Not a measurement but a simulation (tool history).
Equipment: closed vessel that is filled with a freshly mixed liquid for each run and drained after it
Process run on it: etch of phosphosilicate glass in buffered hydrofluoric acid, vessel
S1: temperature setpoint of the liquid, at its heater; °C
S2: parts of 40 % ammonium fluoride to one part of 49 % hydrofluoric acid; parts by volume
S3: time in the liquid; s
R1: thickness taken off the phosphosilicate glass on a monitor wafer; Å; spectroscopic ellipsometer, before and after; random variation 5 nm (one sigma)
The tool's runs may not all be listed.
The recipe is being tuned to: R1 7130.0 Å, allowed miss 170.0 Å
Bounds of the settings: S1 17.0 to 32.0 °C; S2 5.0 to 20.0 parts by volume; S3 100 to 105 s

{"run": 1, "hour": 0.0, "S1": 25.0, "S2": 12.0, "S3": 100, "R1": 2787.2}
{"run": 2, "hour": 5.4, "S1": 25.0, "S2": 12.0, "S3": 100, "R1": 2759.1}
{"run": 3, "hour": 11.8, "S1": 27.0, "S2": 10.0, "S3": 100, "R1": 3704.7}
{"run": 4, "hour": 13.2, "S1": 29.0, "S2": 10.0, "S3": 100, "R1": 4138.1}
{"run": 5, "hour": 21.6, "S1": 29.0, "S2": 8.0, "S3": 100, "R1": 5042.8}
{"run": 6, "hour": 26.4, "S1": 31.0, "S2": 8.0, "S3": 100, "R1": 5565.0}
{"run": 7, "hour": 33.9, "S1": 32.0, "S2": 5.0, "S3": 100, "R1": 8926.3}
{"run": 8, "hour": 41.9, "S1": 31.0, "S2": 5.0, "S3": 100, "R1": 8418.7}
{"run": 9, "hour": 46.8, "S1": 30.0, "S2": 5.0, "S3": 100, "R1": 8024.7}
{"run": 10, "hour": 52.8, "S1": 29.5, "S2": 5.0, "S3": 100, "R1": 7926.7}
{"run": 11, "hour": 56.7, "S1": 29.0, "S2": 5.0, "S3": 100, "R1": 7704.0}
{"run": 12, "hour": 65.0, "S1": 28.5, "S2": 5.0, "S3": 100, "R1": 7454.7}

Exactly one of the 4 candidate moves below puts every result within its allowed miss. Which one?
{"run": "A", "hour": 73.3, "S1": 29.5, "S2": 6.0, "S3": 105, "R1": "?"}
{"run": "B", "hour": 73.3, "S1": 28.5, "S2": 5.0, "S3": 105, "R1": "?"}
{"run": "C", "hour": 73.3, "S1": 31.0, "S2": 6.5, "S3": 100, "R1": "?"}
{"run": "D", "hour": 73.3, "S1": 29.0, "S2": 5.0, "S3": 105, "R1": "?"}

move=A R1=7132.1
move=B R1=7887.8
move=C R1=6862.3
move=D R1=8101.2
A: every result within its allowed miss
B: lands further from the targets than the last run did
C: the result that was furthest off in the last run now lies on the other side of its target
D: lands further from the targets than the last run did
Correct choice: A, which meets every target
